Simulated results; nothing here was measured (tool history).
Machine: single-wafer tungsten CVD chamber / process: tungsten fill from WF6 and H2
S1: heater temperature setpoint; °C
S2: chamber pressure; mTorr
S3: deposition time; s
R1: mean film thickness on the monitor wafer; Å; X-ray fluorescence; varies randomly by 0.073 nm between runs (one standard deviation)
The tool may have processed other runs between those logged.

run	hour	S1	S2	S3	R1
1	0	380	42700	8	187.53
2	1.8	377	42500	8	175.2
3	4.6	375	42400	8	169.84
4	11.9	383	42400	8	197.25
5	16.6	383	42400	7.6	187.03
6	23.7	380	42200	7.6	174.46
7	30.7	377	42000	7.6	167.99

Run 8 comes next. What will it give?
8	38.7	375	41800	7.6	?

Run 8 measured R1 159.94 Å.
